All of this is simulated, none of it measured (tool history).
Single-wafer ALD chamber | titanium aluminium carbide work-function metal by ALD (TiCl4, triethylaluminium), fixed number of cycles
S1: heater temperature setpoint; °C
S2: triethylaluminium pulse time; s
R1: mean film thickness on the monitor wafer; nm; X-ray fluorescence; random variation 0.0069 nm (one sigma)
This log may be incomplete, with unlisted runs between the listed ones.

run  hour   S1    S2      R1
  1   0.0  290  8.58  1.6082
  2   6.0  298  8.58  1.6872
  3  12.5  288  7.97  1.5404
  4  15.9  278  7.97  1.4682
  5  17.0  278  5.91  1.1934
  6  20.8  286  6.01  1.2563

For run 7, what comes out?
  7  27.4  292  6.11   ?

{"run 7": {"R1": 1.3264}}
